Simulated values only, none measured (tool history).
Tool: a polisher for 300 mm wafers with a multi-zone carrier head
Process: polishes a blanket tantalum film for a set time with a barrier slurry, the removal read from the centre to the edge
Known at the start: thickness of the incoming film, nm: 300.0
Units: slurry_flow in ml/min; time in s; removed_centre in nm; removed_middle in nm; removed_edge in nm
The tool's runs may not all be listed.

| run | hour | slurry_flow | centre_zone | middle_zone | edge_zone | slurry_solids | time | removed_centre | removed_middle | removed_edge |
|---|---|---|---|---|---|---|---|---|---|---|
| 1 | 0 | 245 | 1 | 1 | 1 | 1 | 41 | 68.628 | 66.085 | 68.32 |
| 2 | 7.2 | 245 | 1 | 1 | 1 | 1.1 | 41 | 69.443 | 68.256 | 68.679 |
| 3 | 8.6 | 245 | 1.05 | 1 | 1 | 1.1 | 41 | 72.039 | 68.794 | 68.22 |
| 4 | 10 | 230 | 0.98 | 0.99 | 1 | 0.95 | 40 | 64.685 | 63.885 | 64.883 |
| 5 | 16.8 | 230 | 0.98 | 0.99 | 0.95 | 0.95 | 40 | 64.293 | 62.809 | 63.542 |
| 6 | 18.7 | 200 | 0.98 | 0.99 | 0.95 | 0.95 | 40 | 63.233 | 62.932 | 63.179 |

The next listed run, before its measurement:
| 7 | 26.8 | 225 | 0.88 | 0.89 | 1.05 | 0.7 | 39 | ? | ? | ? |

removed_centre: 54 nm
removed_middle: 52.796 nm
removed_edge: 61.123 nm

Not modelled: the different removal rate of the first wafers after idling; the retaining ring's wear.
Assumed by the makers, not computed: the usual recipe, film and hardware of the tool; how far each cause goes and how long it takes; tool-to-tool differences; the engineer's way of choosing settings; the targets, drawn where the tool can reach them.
